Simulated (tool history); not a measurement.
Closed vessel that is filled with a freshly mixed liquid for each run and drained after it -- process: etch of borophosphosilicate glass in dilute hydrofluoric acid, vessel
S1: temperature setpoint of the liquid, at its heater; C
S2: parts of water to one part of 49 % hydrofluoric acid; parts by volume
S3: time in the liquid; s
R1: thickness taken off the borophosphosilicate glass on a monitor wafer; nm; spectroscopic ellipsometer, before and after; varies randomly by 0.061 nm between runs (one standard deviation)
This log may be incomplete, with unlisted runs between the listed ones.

run 1 hour=0.0 | S1=26.0 S2=270 S3=115 | R1=17.969
run 2 hour=7.3 | S1=23.0 S2=270 S3=115 | R1=16.527
run 3 hour=15.0 | S1=21.5 S2=300 S3=115 | R1=13.618
run 4 hour=21.8 | S1=19.0 S2=300 S3=115 | R1=12.505
run 5 hour=30.6 | S1=18.5 S2=320 S3=115 | R1=11.360
run 6 hour=35.1 | S1=21.0 S2=320 S3=115 | R1=12.370

Run 7 has not been measured yet. What should we expect?
run 7 hour=42.3 | S1=20.0 S2=335 S3=115 | R1=?

R1: 11.142 nm
